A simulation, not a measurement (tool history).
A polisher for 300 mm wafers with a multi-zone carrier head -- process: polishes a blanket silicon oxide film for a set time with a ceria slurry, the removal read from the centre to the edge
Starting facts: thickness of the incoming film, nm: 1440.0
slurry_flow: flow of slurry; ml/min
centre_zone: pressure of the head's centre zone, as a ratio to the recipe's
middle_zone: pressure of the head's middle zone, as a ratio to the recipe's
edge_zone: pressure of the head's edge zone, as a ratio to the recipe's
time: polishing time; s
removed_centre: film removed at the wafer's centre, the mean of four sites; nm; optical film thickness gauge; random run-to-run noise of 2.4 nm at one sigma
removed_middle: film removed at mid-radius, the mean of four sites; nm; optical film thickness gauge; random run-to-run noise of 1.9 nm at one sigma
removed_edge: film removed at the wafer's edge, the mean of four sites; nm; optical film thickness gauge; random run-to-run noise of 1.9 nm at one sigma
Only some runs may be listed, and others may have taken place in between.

{"run": 1, "hour": 0.0, "slurry_flow": 245, "centre_zone": 1.0, "middle_zone": 1.0, "edge_zone": 1.0, "time": 63, "removed_centre": 253.48, "removed_middle": 255.92, "removed_edge": 248.82}
{"run": 2, "hour": 2.0, "slurry_flow": 245, "centre_zone": 1.0, "middle_zone": 1.0, "edge_zone": 0.98, "time": 60, "removed_centre": 243.83, "removed_middle": 245.11, "removed_edge": 230.9}
{"run": 3, "hour": 7.9, "slurry_flow": 245, "centre_zone": 1.0, "middle_zone": 1.0, "edge_zone": 0.98, "time": 52, "removed_centre": 205.01, "removed_middle": 212.0, "removed_edge": 204.04}
{"run": 4, "hour": 10.8, "slurry_flow": 245, "centre_zone": 1.0, "middle_zone": 1.0, "edge_zone": 0.9, "time": 52, "removed_centre": 211.48, "removed_middle": 211.73, "removed_edge": 190.95}
{"run": 5, "hour": 18.5, "slurry_flow": 240, "centre_zone": 0.99, "middle_zone": 0.99, "edge_zone": 0.89, "time": 52, "removed_centre": 207.63, "removed_middle": 207.7, "removed_edge": 196.66}
{"run": 6, "hour": 20.8, "slurry_flow": 240, "centre_zone": 0.99, "middle_zone": 1.03, "edge_zone": 0.89, "time": 52, "removed_centre": 212.35, "removed_middle": 215.27, "removed_edge": 192.16}
{"run": 7, "hour": 23.1, "slurry_flow": 215, "centre_zone": 0.97, "middle_zone": 0.99, "edge_zone": 0.82, "time": 47, "removed_centre": 181.73, "removed_middle": 186.7, "removed_edge": 164.4}
{"run": 8, "hour": 29.9, "slurry_flow": 220, "centre_zone": 0.97, "middle_zone": 0.99, "edge_zone": 0.83, "time": 47, "removed_centre": 182.25, "removed_middle": 188.54, "removed_edge": 165.75}
{"run": 9, "hour": 33.8, "slurry_flow": 225, "centre_zone": 0.97, "middle_zone": 0.99, "edge_zone": 0.84, "time": 47, "removed_centre": 183.22, "removed_middle": 183.52, "removed_edge": 168.41}

The next listed run, before its measurement:
{"run": 10, "hour": 35.6, "slurry_flow": 230, "centre_zone": 0.97, "middle_zone": 1.0, "edge_zone": 0.85, "time": 47, "removed_centre": "?", "removed_middle": "?", "removed_edge": "?"}

Run 10 gave removed_centre 179.18 nm, removed_middle 192.75 nm, removed_edge 167.76 nm.

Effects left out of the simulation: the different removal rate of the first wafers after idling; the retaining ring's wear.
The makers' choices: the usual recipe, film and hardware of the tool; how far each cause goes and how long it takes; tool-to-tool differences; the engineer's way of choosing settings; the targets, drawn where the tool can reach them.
